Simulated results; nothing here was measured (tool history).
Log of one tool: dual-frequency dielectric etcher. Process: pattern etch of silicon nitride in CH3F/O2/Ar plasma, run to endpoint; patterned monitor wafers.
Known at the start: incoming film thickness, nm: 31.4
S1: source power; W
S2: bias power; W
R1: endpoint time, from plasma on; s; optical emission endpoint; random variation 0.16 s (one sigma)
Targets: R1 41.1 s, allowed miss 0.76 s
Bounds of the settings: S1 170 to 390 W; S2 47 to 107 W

Run 1, hour 0: S1 280 W, S2 77 W. Result: R1 48.758 s.
Run 2, hour 7.9: S1 240 W, S2 77 W. Result: R1 53.057 s.
Run 3, hour 13.1: S1 240 W, S2 65 W. Result: R1 58.17 s.
Run 4, hour 14.4: S1 240 W, S2 77 W. Result: R1 52.54 s.
Run 5, hour 17.8: S1 190 W, S2 77 W. Result: R1 59.368 s.
Run 6, hour 21.4: S1 210 W, S2 77 W. Result: R1 56.469 s.
Run 7, hour 29: S1 230 W, S2 77 W. Result: R1 53.714 s.
Run 8, hour 37.2: S1 240 W, S2 77 W. Result: R1 52.203 s.
Run 9, hour 42.8: S1 250 W, S2 77 W. Result: R1 51.99 s.
Run 10, hour 44.6: S1 260 W, S2 77 W. Result: R1 50.499 s.
Run 11, hour 53.3: S1 260 W, S2 77 W. Result: R1 50.701 s.
Run 12, hour 56.5: S1 270 W, S2 77 W. Result: R1 49.852 s.
Run 13, hour 65.2: S1 280 W, S2 77 W. Result: R1 49.193 s.
At hour 70.1: wet clean of the chamber.
Run 14, hour 70.1: S1 290 W, S2 77 W. Result: R1 46.271 s.
Run 15, hour 72.9: S1 300 W, S2 77 W. Result: R1 45.432 s.
Run 16, hour 81: S1 320 W, S2 77 W. Result: R1 44.528 s.
Run 17, hour 84.1: S1 340 W, S2 77 W. Result: R1 43.253 s.
Run 18, hour 89.9: S1 350 W, S2 77 W. Result: R1 42.499 s.
Run 19, hour 95.6: S1 360 W, S2 77 W. Result: R1 42.213 s.

Which of these 5 next moves meets every target?
Run A, hour 101.3: S1 390 W, S2 71 W. Result: R1 ?.
Run B, hour 101.3: S1 360 W, S2 75 W. Result: R1 ?.
Run C, hour 101.3: S1 360 W, S2 74 W. Result: R1 ?.
Run D, hour 101.3: S1 380 W, S2 70 W. Result: R1 ?.
Run E, hour 101.3: S1 350 W, S2 83 W. Result: R1 ?.

move      R1
   A  42.304
   B  42.504
   C  42.828
   D  43.145
   E  40.681
A: further off than the last run
B: further off than the last run
C: further off than the last run
D: further off than the last run
E: meets every target
The right move is E.

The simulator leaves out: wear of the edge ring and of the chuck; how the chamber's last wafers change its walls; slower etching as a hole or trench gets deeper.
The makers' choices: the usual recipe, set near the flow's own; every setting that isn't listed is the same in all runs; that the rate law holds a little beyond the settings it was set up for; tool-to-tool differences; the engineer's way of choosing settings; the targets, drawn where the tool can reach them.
